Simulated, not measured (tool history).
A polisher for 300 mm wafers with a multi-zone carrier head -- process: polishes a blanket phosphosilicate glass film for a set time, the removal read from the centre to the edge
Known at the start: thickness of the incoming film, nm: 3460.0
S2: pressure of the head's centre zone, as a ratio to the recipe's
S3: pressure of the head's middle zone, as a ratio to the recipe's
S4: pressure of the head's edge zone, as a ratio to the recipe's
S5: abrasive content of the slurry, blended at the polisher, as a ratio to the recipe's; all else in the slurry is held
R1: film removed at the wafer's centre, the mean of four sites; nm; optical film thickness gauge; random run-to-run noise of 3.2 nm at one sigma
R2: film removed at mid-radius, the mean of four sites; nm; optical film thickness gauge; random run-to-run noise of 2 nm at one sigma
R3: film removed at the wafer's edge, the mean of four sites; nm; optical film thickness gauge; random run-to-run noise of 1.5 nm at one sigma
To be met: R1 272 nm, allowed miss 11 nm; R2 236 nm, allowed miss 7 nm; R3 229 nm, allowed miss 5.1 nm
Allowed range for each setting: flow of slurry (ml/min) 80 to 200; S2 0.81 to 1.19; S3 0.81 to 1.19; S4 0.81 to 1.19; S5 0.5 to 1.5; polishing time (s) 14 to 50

Run 1, day 0: flow of slurry (ml/min) 130, S2 1, S3 1, S4 1, S5 1, polishing time (s) 32. Result: R1 230.75 nm, R2 252.58 nm, R3 257.26 nm.
Run 2, day 0.196: flow of slurry (ml/min) 130, S2 1, S3 1.03, S4 1, S5 1, polishing time (s) 32. Result: R1 234.41 nm, R2 255.1 nm, R3 257.86 nm.
Run 3, day 0.512: flow of slurry (ml/min) 125, S2 1.03, S3 1.02, S4 0.97, S5 1, polishing time (s) 32. Result: R1 238.03 nm, R2 253.76 nm, R3 252 nm.
Run 4, day 0.758: flow of slurry (ml/min) 125, S2 1.03, S3 0.98, S4 0.97, S5 1, polishing time (s) 32. Result: R1 236.89 nm, R2 249.33 nm, R3 253.05 nm.
Run 5, day 0.942: flow of slurry (ml/min) 125, S2 1.06, S3 0.96, S4 0.94, S5 1, polishing time (s) 32. Result: R1 242.29 nm, R2 246.76 nm, R3 251.38 nm.
Run 6, day 1.092: flow of slurry (ml/min) 125, S2 1.06, S3 1.04, S4 0.94, S5 1, polishing time (s) 32. Result: R1 244.53 nm, R2 254.69 nm, R3 247.72 nm.
Run 7, day 1.371: flow of slurry (ml/min) 125, S2 1.08, S3 1.02, S4 0.92, S5 1, polishing time (s) 32. Result: R1 254.53 nm, R2 253.87 nm, R3 250.17 nm.
Run 8, day 1.483: flow of slurry (ml/min) 120, S2 1.1, S3 1.02, S4 0.9, S5 1, polishing time (s) 32. Result: R1 252.46 nm, R2 249.47 nm, R3 247.51 nm.
Run 9, day 1.625: flow of slurry (ml/min) 125, S2 1.12, S3 1.02, S4 0.88, S5 0.95, polishing time (s) 32. Result: R1 249.13 nm, R2 247.96 nm, R3 234.22 nm.
Run 10, day 1.658: flow of slurry (ml/min) 130, S2 1.19, S3 0.92, S4 0.83, S5 1, polishing time (s) 32. Result: R1 270.53 nm, R2 236.7 nm, R3 235.35 nm.
Run 11, day 1.829: flow of slurry (ml/min) 135, S2 1.19, S3 0.92, S4 0.83, S5 1, polishing time (s) 32. Result: R1 275.37 nm, R2 235.74 nm, R3 238.31 nm.
At day 2.162: centre zone pressure recalibrated.
Run 12, day 2.162: flow of slurry (ml/min) 145, S2 1.19, S3 0.96, S4 0.81, S5 0.9, polishing time (s) 32. Result: R1 290.81 nm, R2 232.92 nm, R3 224.06 nm.
Run 13, day 2.492: flow of slurry (ml/min) 145, S2 1.18, S3 0.96, S4 0.82, S5 0.9, polishing time (s) 32. Result: R1 289.91 nm, R2 233.77 nm, R3 225.78 nm.

Which single option among these 5 for the next run brings every result within its allowed miss of target? Just one does.
Run A, day 2.821: flow of slurry (ml/min) 130, S2 1.12, S3 1.11, S4 0.81, S5 0.95, polishing time (s) 31. Result: R1 ?, R2 ?, R3 ?.
Run B, day 2.821: flow of slurry (ml/min) 155, S2 1.12, S3 1.03, S4 0.81, S5 1.15, polishing time (s) 27. Result: R1 ?, R2 ?, R3 ?.
Run C, day 2.821: flow of slurry (ml/min) 130, S2 1.13, S3 0.99, S4 0.81, S5 0.95, polishing time (s) 30. Result: R1 ?, R2 ?, R3 ?.
Run D, day 2.821: flow of slurry (ml/min) 135, S2 1.13, S3 0.91, S4 0.87, S5 0.9, polishing time (s) 32. Result: R1 ?, R2 ?, R3 ?.
Run E, day 2.821: flow of slurry (ml/min) 110, S2 1.13, S3 0.97, S4 0.82, S5 1.1, polishing time (s) 30. Result: R1 ?, R2 ?, R3 ?.

move      R1      R2      R3
   A  264.11  253.74  223.68
   B   261.9   237.5  219.93
   C   257.7  225.78  216.76
   D  267.46  220.59  232.03
   E  272.08  235.67  232.52
A: puts the biggest miss on target and leaves a different result outside tolerance
B: puts the biggest miss on target and leaves a different result outside tolerance
C: carries the result that was furthest off beyond its target, to the other side
D: puts the biggest miss on target and leaves a different result outside tolerance
E: each result inside its tolerance
So the answer is move E, the one that meets all the targets.
